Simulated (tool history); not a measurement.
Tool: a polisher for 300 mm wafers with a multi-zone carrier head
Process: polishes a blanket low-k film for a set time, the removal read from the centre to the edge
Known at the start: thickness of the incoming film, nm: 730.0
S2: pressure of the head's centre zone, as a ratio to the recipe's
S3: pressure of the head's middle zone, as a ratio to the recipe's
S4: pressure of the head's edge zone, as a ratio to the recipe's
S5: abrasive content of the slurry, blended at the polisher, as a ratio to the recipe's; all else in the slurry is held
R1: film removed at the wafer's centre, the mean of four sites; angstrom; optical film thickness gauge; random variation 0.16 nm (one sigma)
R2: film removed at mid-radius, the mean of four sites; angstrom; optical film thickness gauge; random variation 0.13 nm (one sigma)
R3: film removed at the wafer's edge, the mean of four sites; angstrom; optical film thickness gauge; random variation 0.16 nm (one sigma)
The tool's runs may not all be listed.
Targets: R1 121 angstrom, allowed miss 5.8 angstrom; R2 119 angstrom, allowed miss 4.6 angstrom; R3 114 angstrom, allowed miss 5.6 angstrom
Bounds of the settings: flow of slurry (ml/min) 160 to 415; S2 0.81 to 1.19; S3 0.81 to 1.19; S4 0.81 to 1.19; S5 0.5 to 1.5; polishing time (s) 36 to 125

{"run": 1, "hour": 0.0, "flow of slurry (ml/min)": 265, "S2": 1, "S3": 1, "S4": 1, "S5": 1, "polishing time (s)": 80, "R1": 229.8, "R2": 239.26, "R3": 228.13}
{"run": 2, "hour": 3.5, "flow of slurry (ml/min)": 265, "S2": 1, "S3": 1, "S4": 0.92, "S5": 1, "polishing time (s)": 80, "R1": 230.3, "R2": 237.69, "R3": 220.22}
{"run": 3, "hour": 7.1, "flow of slurry (ml/min)": 265, "S2": 1, "S3": 0.98, "S4": 0.91, "S5": 0.85, "polishing time (s)": 71, "R1": 188.05, "R2": 191.13, "R3": 183.1}
{"run": 4, "hour": 10.6, "flow of slurry (ml/min)": 265, "S2": 1, "S3": 0.98, "S4": 0.98, "S5": 0.85, "polishing time (s)": 71, "R1": 191.56, "R2": 188.41, "R3": 183.71}
{"run": 5, "hour": 18.7, "flow of slurry (ml/min)": 265, "S2": 1, "S3": 0.98, "S4": 0.98, "S5": 0.95, "polishing time (s)": 71, "R1": 204.16, "R2": 196.64, "R3": 193.49}
{"run": 6, "hour": 20.8, "flow of slurry (ml/min)": 270, "S2": 1, "S3": 0.98, "S4": 0.96, "S5": 0.85, "polishing time (s)": 65, "R1": 175.39, "R2": 175.05, "R3": 167.13}
{"run": 7, "hour": 27.7, "flow of slurry (ml/min)": 275, "S2": 1, "S3": 0.97, "S4": 0.96, "S5": 0.75, "polishing time (s)": 61, "R1": 151.37, "R2": 149.99, "R3": 148.19}
{"run": 8, "hour": 32.4, "flow of slurry (ml/min)": 275, "S2": 1.02, "S3": 0.98, "S4": 0.95, "S5": 0.7, "polishing time (s)": 59, "R1": 139.91, "R2": 140, "R3": 133.5}

4 next moves are on the table. One of them brings every result within its allowed miss. Which?
{"run": "A", "hour": 37.1, "flow of slurry (ml/min)": 225, "S2": 1.03, "S3": 0.98, "S4": 0.94, "S5": 0.65, "polishing time (s)": 55, "R1": "?", "R2": "?", "R3": "?"}
{"run": "B", "hour": 37.1, "flow of slurry (ml/min)": 295, "S2": 1.07, "S3": 1.11, "S4": 0.96, "S5": 0.75, "polishing time (s)": 47, "R1": "?", "R2": "?", "R3": "?"}
{"run": "C", "hour": 37.1, "flow of slurry (ml/min)": 260, "S2": 1.02, "S3": 1.14, "S4": 0.95, "S5": 0.95, "polishing time (s)": 51, "R1": "?", "R2": "?", "R3": "?"}
{"run": "D", "hour": 37.1, "flow of slurry (ml/min)": 325, "S2": 1, "S3": 0.85, "S4": 1.02, "S5": 1, "polishing time (s)": 64, "R1": "?", "R2": "?", "R3": "?"}

move=A R1=125.35 R2=121.01 R3=118.18
move=B R1=127.23 R2=130.82 R3=114.76
move=C R1=149.19 R2=164.94 R3=141.23
move=D R1=192.99 R2=169.97 R3=191.1
A: meets every target
B: nearer than the last run, and not there yet
C: further off than the last run
D: further off than the last run
Move A is the one to make.
